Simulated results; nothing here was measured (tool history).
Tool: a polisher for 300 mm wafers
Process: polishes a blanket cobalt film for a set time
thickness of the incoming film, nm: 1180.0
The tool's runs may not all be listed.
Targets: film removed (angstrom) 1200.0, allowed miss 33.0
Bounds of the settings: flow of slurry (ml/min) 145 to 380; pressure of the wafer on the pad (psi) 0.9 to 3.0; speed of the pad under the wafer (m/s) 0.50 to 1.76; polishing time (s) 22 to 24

run	hour	flow of slurry (ml/min)	pressure of the wafer on the pad (psi)	speed of the pad under the wafer (m/s)	polishing time (s)	film removed (angstrom)
1	0.0	245	1.9	1.12	24	1531.4
2	1.4	245	2.1	1.12	24	1687.9
3	4.2	245	2.0	1.12	24	1599.3
4	9.5	220	2.0	1.12	24	1592.5
5	11.6	220	1.9	1.12	24	1518.2
6	12.4	220	1.9	1.36	24	1837.3
7	21.2	220	1.8	1.36	24	1744.8
8	28.9	220	1.7	1.36	24	1652.3
9	34.9	220	1.6	1.36	24	1554.9
10	40.8	220	1.5	1.36	24	1465.6
11	49.2	220	1.4	1.36	24	1383.0
12	54.6	220	1.3	1.36	24	1292.5

Which of these 4 next moves meets every target?
A	60.0	180	1.3	1.30	24	?
B	60.0	195	1.4	1.40	22	?
C	60.0	150	1.9	0.92	23	?
D	60.0	195	1.6	1.12	24	?

move	film removed (angstrom)
A	1201.8
B	1276.2
C	1133.9
D	1273.4
A: meets every target
B: nearer than the last run, and not there yet
C: takes the result that was furthest off past its target
D: nearer than the last run, and not there yet
Move A is the one to make.

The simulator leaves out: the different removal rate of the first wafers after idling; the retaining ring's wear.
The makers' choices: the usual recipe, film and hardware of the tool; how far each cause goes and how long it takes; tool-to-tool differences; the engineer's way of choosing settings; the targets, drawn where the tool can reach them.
